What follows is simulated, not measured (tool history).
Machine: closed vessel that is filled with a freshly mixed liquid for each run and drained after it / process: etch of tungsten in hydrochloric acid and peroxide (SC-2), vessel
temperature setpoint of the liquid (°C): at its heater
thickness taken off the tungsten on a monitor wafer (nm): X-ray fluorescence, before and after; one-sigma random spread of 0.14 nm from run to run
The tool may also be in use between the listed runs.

run  hour  temperature setpoint of the liquid (°C)  parts of water to one part each of 37 % hydrochloric acid and 30 % peroxide (parts by volume)  time in the liquid (s)  thickness taken off the tungsten on a monitor wafer (nm)
  1   0.0                                     47.0                                                                                           11.5                     235                                                    31.520
  2   8.7                                     46.5                                                                                           11.5                     235                                                    30.157
  3  13.5                                     46.5                                                                                            8.5                     235                                                    38.916
  4  17.6                                     45.5                                                                                            8.5                     235                                                    36.322
  5  24.2                                     45.5                                                                                            5.5                     235                                                    51.233
  6  32.9                                     45.5                                                                                            5.5                     250                                                    53.993
  7  37.1                                     44.5                                                                                            5.5                     250                                                    50.832
     44.9  -- thermometer replaced
  8  44.9                                     43.5                                                                                            5.5                     250                                                    40.632

For run 9, what comes out?
  9  53.8                                     36.5                                                                                            5.5                     250                                                         ?

Logged for run 9: thickness taken off the tungsten on a monitor wafer (nm) 24.777.
